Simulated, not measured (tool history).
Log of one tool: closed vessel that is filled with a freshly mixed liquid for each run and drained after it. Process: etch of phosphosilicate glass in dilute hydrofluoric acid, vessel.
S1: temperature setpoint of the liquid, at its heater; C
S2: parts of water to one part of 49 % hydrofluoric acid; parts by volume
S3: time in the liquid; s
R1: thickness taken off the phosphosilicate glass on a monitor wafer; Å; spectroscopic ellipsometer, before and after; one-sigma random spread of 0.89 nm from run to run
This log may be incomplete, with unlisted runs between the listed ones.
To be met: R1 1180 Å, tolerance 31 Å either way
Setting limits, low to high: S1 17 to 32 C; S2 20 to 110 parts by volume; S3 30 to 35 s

run	day	S1	S2	S3	R1
1	0	24	60	35	711.69
2	0.196	24	60	35	719.76
3	0.254	26	60	35	774.8
4	0.404	26	60	35	765.77
5	0.725	27.5	55	35	900.73
6	1.025	29	55	35	952.14
7	1.296	30	55	35	988.92
8	1.333	30.5	55	35	1021
9	1.538	31	55	35	1048
10	1.558	31.5	55	35	1049

Consider the 5 candidate settings below. Which is the only one whose results all fall within their allowed miss of target?
A	1.579	30.5	55	30	?
B	1.579	29	45	35	?
C	1.579	31.5	55	30	?
D	1.579	31	50	30	?
E	1.579	30.5	50	35	?

move	R1
A	864.14
B	1179.5
C	898.27
D	976.81
E	1117.6
A: further off than the last run
B: all results land within tolerance of their targets
C: further off than the last run
D: further off than the last run
E: nearer than the last run, and not there yet
B is the move that brings every result within its allowed miss.
